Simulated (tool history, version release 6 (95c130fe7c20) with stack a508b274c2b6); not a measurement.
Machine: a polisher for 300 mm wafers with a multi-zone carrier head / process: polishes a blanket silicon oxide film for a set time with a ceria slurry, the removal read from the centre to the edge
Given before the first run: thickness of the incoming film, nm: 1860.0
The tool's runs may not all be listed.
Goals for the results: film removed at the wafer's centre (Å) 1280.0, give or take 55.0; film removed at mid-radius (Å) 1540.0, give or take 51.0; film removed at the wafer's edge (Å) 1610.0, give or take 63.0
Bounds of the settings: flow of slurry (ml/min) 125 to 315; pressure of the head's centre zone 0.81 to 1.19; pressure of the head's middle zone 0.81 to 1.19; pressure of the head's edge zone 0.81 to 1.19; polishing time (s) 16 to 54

| run | day | flow of slurry (ml/min) | pressure of the head's centre zone | pressure of the head's middle zone | pressure of the head's edge zone | polishing time (s) | film removed at the wafer's centre (Å) | film removed at mid-radius (Å) | film removed at the wafer's edge (Å) |
|---|---|---|---|---|---|---|---|---|---|
| 1 | 0.000 | 205 | 1.00 | 1.00 | 1.00 | 35 | 1279.6 | 1330.1 | 1313.2 |
| 2 | 0.100 | 205 | 0.92 | 1.00 | 1.00 | 35 | 1146.5 | 1331.8 | 1309.9 |
| 3 | 0.162 | 215 | 0.92 | 1.01 | 1.05 | 36 | 1218.7 | 1399.5 | 1424.8 |
| 4 | 0.221 | 230 | 0.91 | 1.03 | 1.08 | 36 | 1228.7 | 1426.8 | 1421.8 |
| 5 | 0.333 | 230 | 0.90 | 1.03 | 1.11 | 37 | 1232.2 | 1471.2 | 1514.3 |
| 6 | 0.421 | 230 | 0.90 | 1.03 | 1.07 | 37 | 1264.7 | 1434.6 | 1454.0 |
| 7 | 0.608 | 225 | 0.90 | 1.03 | 1.10 | 37 | 1256.2 | 1452.3 | 1487.2 |
| 8 | 0.825 | 225 | 0.89 | 1.04 | 1.12 | 37 | 1241.6 | 1428.2 | 1465.2 |
| 9 | 0.850 | 240 | 0.88 | 1.03 | 1.12 | 37 | 1221.9 | 1429.0 | 1466.6 |
| 10 | 0.983 | 230 | 0.88 | 1.04 | 1.14 | 38 | 1252.5 | 1497.2 | 1564.6 |

Which single option among these 5 for the next run brings every result within its allowed miss of target? Just one does.
| A | 1.117 | 265 | 0.98 | 1.04 | 1.15 | 38 | ? | ? | ? |
| B | 1.117 | 245 | 0.91 | 1.14 | 1.09 | 36 | ? | ? | ? |
| C | 1.117 | 140 | 0.82 | 1.05 | 1.16 | 42 | ? | ? | ? |
| D | 1.117 | 225 | 0.88 | 1.04 | 1.17 | 39 | ? | ? | ? |
| E | 1.117 | 205 | 0.92 | 1.02 | 1.19 | 37 | ? | ? | ? |

| move | film removed at the wafer's centre (Å) | film removed at mid-radius (Å) | film removed at the wafer's edge (Å) |
|---|---|---|---|
| A | 1423.9 | 1494.5 | 1594.8 |
| B | 1241.5 | 1507.1 | 1459.6 |
| C | 1204.5 | 1540.0 | 1670.9 |
| D | 1286.3 | 1508.6 | 1630.3 |
| E | 1261.0 | 1395.2 | 1548.5 |
A: meets the target for the result that was furthest off, but another lies outside its allowed miss
B: meets the target for the result that was furthest off, but another lies outside its allowed miss
C: meets the target for the result that was furthest off, but another lies outside its allowed miss
D: in spec on every target
E: lands further from the targets than the last run did
D is the move that brings every result within its allowed miss.

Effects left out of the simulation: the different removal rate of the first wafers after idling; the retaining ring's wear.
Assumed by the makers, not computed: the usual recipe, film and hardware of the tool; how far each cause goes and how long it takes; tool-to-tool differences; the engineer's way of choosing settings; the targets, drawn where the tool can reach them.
